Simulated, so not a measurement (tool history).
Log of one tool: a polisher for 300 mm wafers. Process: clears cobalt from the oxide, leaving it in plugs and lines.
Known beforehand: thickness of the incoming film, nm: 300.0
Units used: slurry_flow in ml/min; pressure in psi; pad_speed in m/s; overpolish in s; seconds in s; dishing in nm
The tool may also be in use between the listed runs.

run 1 hour=0.0 | slurry_flow=270 pressure=2.3 pad_speed=0.98 overpolish=11 | seconds=64.769 dishing=39.758
run 2 hour=5.4 | slurry_flow=270 pressure=2.3 pad_speed=0.84 overpolish=11 | seconds=76.644 dishing=35.776
run 3 hour=7.2 | slurry_flow=270 pressure=2.3 pad_speed=0.84 overpolish=13 | seconds=73.839 dishing=41.097
run 4 hour=8.4 | slurry_flow=325 pressure=2.3 pad_speed=0.84 overpolish=13 | seconds=74.462 dishing=40.044
run 5 hour=9.7 | slurry_flow=275 pressure=2.3 pad_speed=0.84 overpolish=13 | seconds=75.194 dishing=40.520
run 6 hour=13.2 | slurry_flow=275 pressure=2.3 pad_speed=0.84 overpolish=14 | seconds=73.887 dishing=42.476

For run 7, what comes out?
run 7 hour=21.7 | slurry_flow=275 pressure=2.3 pad_speed=0.84 overpolish=15 | seconds=? dishing=?

{"run 7": {"seconds": 74.995, "dishing": 44.128}}
